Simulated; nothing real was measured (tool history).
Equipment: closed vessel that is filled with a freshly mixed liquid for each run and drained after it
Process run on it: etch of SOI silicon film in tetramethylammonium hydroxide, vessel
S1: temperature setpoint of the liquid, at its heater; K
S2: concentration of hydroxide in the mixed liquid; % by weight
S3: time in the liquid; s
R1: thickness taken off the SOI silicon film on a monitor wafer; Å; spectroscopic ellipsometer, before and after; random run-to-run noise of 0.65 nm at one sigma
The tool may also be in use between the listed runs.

run  hour      S1  S2  S3      R1
  1     0  333.15  16  30  956.87
  2   2.3  332.15  16  30  888.79
  3  10.4  327.65  16  30  669.09
  4  18.8  323.15  16  30  496.71
  5  22.3  324.65  16  30  552.76
  6  29.6  326.15  16  30     604
  7  32.8  327.15  16  30  647.27
  8    35  327.65  16  30  669.46

Run 9 comes next. What will it give?
  9  40.7  328.15  16  30   ?

Run 9 gave R1 684.65 Å.
